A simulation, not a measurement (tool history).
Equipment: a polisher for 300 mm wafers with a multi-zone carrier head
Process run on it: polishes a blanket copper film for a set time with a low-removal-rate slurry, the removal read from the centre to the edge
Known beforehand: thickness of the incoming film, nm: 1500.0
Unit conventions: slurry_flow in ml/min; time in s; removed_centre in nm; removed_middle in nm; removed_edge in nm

| run | day | slurry_flow | centre_zone | middle_zone | edge_zone | slurry_solids | time | removed_centre | removed_middle | removed_edge |
|---|---|---|---|---|---|---|---|---|---|---|
| 1 | 0 | 225 | 1 | 1 | 1 | 1 | 60 | 182.24 | 181.92 | 186.16 |
| 2 | 0.117 | 225 | 0.95 | 1 | 1 | 1 | 60 | 177.24 | 182.25 | 185.02 |
| 3 | 0.458 | 265 | 0.95 | 1 | 1 | 1 | 60 | 174.09 | 184.53 | 190.72 |
| 4 | 0.479 | 265 | 0.88 | 1 | 1 | 1 | 60 | 162.92 | 185.44 | 195.17 |
| 5 | 0.779 | 265 | 0.88 | 0.96 | 1 | 1 | 60 | 165.5 | 177.5 | 186.86 |
| 6 | 0.967 | 245 | 0.88 | 1 | 0.94 | 0.9 | 59 | 153.96 | 174.55 | 172.12 |
| 7 | 1.25 | 240 | 0.86 | 1.01 | 0.9 | 0.9 | 59 | 150.12 | 176.31 | 169.41 |

The next listed run, before its measurement:
| 8 | 1.608 | 235 | 0.85 | 1.02 | 0.87 | 0.9 | 59 | ? | ? | ? |

{"run 8": {"removed_centre": 149.63, "removed_middle": 179.51, "removed_edge": 168.82}}

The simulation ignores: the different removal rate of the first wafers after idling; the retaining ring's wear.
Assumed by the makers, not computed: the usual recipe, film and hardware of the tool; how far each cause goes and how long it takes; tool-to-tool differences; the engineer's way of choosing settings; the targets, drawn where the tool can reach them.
